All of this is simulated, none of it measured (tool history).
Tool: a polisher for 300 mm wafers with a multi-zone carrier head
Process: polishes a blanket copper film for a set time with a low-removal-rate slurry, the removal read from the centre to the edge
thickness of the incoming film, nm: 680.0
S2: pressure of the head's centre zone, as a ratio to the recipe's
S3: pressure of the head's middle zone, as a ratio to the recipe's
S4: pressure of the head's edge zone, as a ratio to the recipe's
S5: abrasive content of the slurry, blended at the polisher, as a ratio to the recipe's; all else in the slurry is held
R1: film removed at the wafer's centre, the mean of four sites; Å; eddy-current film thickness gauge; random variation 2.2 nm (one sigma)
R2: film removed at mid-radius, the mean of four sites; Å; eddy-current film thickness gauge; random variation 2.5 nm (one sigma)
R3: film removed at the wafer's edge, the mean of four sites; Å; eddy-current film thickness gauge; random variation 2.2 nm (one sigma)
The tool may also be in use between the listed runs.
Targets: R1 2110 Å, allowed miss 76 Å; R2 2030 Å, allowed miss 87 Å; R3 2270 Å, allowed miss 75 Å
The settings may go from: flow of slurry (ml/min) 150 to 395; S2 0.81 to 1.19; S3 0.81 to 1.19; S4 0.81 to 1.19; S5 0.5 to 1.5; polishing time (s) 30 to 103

{"run": 1, "day": 0.0, "flow of slurry (ml/min)": 250, "S2": 1, "S3": 1, "S4": 1, "S5": 1, "polishing time (s)": 66, "R1": 1835.7, "R2": 1898.5, "R3": 1904.5}
{"run": 2, "day": 0.158, "flow of slurry (ml/min)": 250, "S2": 1, "S3": 1.07, "S4": 1, "S5": 1, "polishing time (s)": 66, "R1": 1826.1, "R2": 1971, "R3": 1915.3}
{"run": 3, "day": 0.492, "flow of slurry (ml/min)": 255, "S2": 1.02, "S3": 1.05, "S4": 1.05, "S5": 1.05, "polishing time (s)": 66, "R1": 1862.2, "R2": 1938.9, "R3": 2028.8}
{"run": 4, "day": 0.633, "flow of slurry (ml/min)": 265, "S2": 1.04, "S3": 1.06, "S4": 1.06, "S5": 1.1, "polishing time (s)": 66, "R1": 1928, "R2": 1990.1, "R3": 2011}
{"run": 5, "day": 0.804, "flow of slurry (ml/min)": 265, "S2": 1.04, "S3": 1.06, "S4": 1.06, "S5": 1.1, "polishing time (s)": 55, "R1": 1610.3, "R2": 1667.1, "R3": 1707.2}
{"run": 6, "day": 0.871, "flow of slurry (ml/min)": 265, "S2": 1.06, "S3": 1.05, "S4": 1.09, "S5": 1.2, "polishing time (s)": 58, "R1": 1740.3, "R2": 1759.6, "R3": 1852.7}
{"day": 1.146, "done": "edge zone pressure recalibrated"}
{"run": 7, "day": 1.146, "flow of slurry (ml/min)": 265, "S2": 1.07, "S3": 1.05, "S4": 1.11, "S5": 1.25, "polishing time (s)": 60, "R1": 1832, "R2": 1864.1, "R3": 1831.7}
{"run": 8, "day": 1.438, "flow of slurry (ml/min)": 285, "S2": 1.07, "S3": 1.04, "S4": 1.13, "S5": 1.15, "polishing time (s)": 63, "R1": 1924.5, "R2": 1898.2, "R3": 1922}
{"run": 9, "day": 1.804, "flow of slurry (ml/min)": 255, "S2": 1.05, "S3": 1, "S4": 1.15, "S5": 1.2, "polishing time (s)": 66, "R1": 1997, "R2": 1954.3, "R3": 2048.7}

Which of these 4 next moves meets every target?
{"run": "A", "day": 2.171, "flow of slurry (ml/min)": 335, "S2": 1.13, "S3": 1.16, "S4": 1.02, "S5": 1.5, "polishing time (s)": 57, "R1": "?", "R2": "?", "R3": "?"}
{"run": "B", "day": 2.171, "flow of slurry (ml/min)": 220, "S2": 1.01, "S3": 0.92, "S4": 1.16, "S5": 1.1, "polishing time (s)": 76, "R1": "?", "R2": "?", "R3": "?"}
{"run": "C", "day": 2.171, "flow of slurry (ml/min)": 185, "S2": 0.86, "S3": 0.96, "S4": 1.19, "S5": 1.1, "polishing time (s)": 76, "R1": "?", "R2": "?", "R3": "?"}
{"run": "D", "day": 2.171, "flow of slurry (ml/min)": 295, "S2": 1.17, "S3": 1.05, "S4": 1.01, "S5": 1.25, "polishing time (s)": 64, "R1": "?", "R2": "?", "R3": "?"}

move=A R1=1948.8 R2=2035.6 R3=1722
move=B R1=2077.4 R2=2058.3 R3=2240.1
move=C R1=1711.7 R2=2064.6 R3=2221.4
move=D R1=2161.5 R2=2025.1 R3=1846.9
A: further off than the last run
B: meets every target
C: brings the result that was furthest off to its target, and leaves another outside
D: further off than the last run
Move B is the one to make.

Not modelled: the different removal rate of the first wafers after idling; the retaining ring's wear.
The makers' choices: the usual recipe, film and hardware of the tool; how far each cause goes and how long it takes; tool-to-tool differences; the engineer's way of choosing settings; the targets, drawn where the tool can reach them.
